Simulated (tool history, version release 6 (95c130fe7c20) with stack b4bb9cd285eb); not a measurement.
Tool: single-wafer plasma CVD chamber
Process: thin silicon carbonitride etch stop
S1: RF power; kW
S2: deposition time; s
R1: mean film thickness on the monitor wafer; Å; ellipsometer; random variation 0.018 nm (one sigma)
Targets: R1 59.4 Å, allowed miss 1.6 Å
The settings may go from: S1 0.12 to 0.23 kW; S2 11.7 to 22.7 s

run,hour,S1,S2,R1
1,0,0.175,17.2,89.974
2,7.7,0.195,17.2,93.806
3,12.2,0.195,18.8,102.64
4,13.5,0.185,18.8,100.95
5,20,0.175,18.8,99.178
6,21.3,0.175,21.2,111
7,29.3,0.155,18.1,90.661
8,36.7,0.125,15.3,70.647
9,43.5,0.125,14.5,66.66
10,47.2,0.125,14,64.709
11,54.6,0.125,13.6,62.596
12,55.6,0.12,12.7,57.557

5 next moves are on the table. One of them brings every result within its allowed miss. Which?
A,56.6,0.125,12.9,?
B,56.6,0.125,13.8,?
C,56.6,0.125,13.7,?
D,56.6,0.13,13.8,?
E,56.6,0.12,14.3,?

move,R1
A,59.117
B,63.241
C,62.783
D,64.261
E,64.435
A: meets every target
B: takes the result that was furthest off past its target
C: takes the result that was furthest off past its target
D: takes the result that was furthest off past its target
E: takes the result that was furthest off past its target
The right move is A.

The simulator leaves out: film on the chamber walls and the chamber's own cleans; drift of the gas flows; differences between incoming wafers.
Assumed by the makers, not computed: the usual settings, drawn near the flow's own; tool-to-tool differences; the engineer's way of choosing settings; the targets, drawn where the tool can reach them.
